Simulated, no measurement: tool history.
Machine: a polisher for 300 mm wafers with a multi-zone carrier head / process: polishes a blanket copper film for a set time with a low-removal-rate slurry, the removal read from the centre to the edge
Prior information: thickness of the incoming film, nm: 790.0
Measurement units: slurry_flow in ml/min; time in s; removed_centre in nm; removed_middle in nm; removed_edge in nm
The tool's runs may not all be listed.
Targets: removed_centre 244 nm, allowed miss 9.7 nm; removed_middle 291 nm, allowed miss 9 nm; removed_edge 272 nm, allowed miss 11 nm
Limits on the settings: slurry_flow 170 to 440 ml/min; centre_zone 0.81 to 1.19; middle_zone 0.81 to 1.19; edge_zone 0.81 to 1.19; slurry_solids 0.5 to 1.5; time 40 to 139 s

run  hour  slurry_flow  centre_zone  middle_zone  edge_zone  slurry_solids  time  removed_centre  removed_middle  removed_edge
  1     0          280            1            1          1              1    89          173.48           174.7        178.22
  2   8.6          280            1            1          1              1    67          129.99           132.5        132.11
  3  13.4          280         0.93            1          1              1    67          119.83          132.35         132.9
  4  17.5          290         0.94         1.04       1.02            1.1    77          145.51          158.68        157.24
  5  24.4          295         0.92         1.07       1.03            1.2    85          159.01          185.32        179.81
  6  29.4          295         0.92         1.04       1.03            1.2    85          159.99          181.61        176.15
  7  36.3          295         0.93         1.07       1.06           1.25    91          177.35          199.04        189.39
  8  41.5          305         0.92         1.07       1.05            1.3    97          184.84          215.45        207.14
  9  49.4          310         0.92         1.08       1.06           1.35   102          195.05          231.03        221.62
 10  51.3          310         0.93         1.09       1.07            1.4   106          213.51          248.57        234.42
 11  57.5          315         0.93          1.1       1.08            1.4   108          215.77           251.2        242.93
 12  62.8          315         0.93         1.12       1.08            1.4   110           221.3          258.67        245.86
 13  66.8          320         0.93         1.13       1.08            1.4   112          219.62          271.43         249.6
 14  68.1          320         0.94         1.13       1.09            1.4   113          227.76          274.68         250.9
 15    75          320         0.94         1.13       1.09            1.4   114          225.13          269.81        251.25

Which single option among these 5 for the next run brings every result within its allowed miss of target? Just one does.
  A  81.9          270         0.93         1.17       1.05           1.25   109               ?               ?             ?
  B  81.9          220         0.89         1.05       0.93            1.5   132               ?               ?             ?
  C  81.9          250         0.82         0.92       1.17            1.4   124               ?               ?             ?
  D  81.9          320         1.02         1.17       1.06            1.4   107               ?               ?             ?
  E  81.9          370         0.93         1.05       1.17           1.45   117               ?               ?             ?

move  removed_centre  removed_middle  removed_edge
   A          210.66          255.32        231.11
   B          246.16          285.45        269.64
   C          213.72          240.58        283.65
   D          237.46          261.58        236.96
   E          241.67          266.26        277.81
A: lands further from the targets than the last run did
B: meets every target
C: lands further from the targets than the last run did
D: lands further from the targets than the last run did
E: lands further from the targets than the last run did
Answer: B
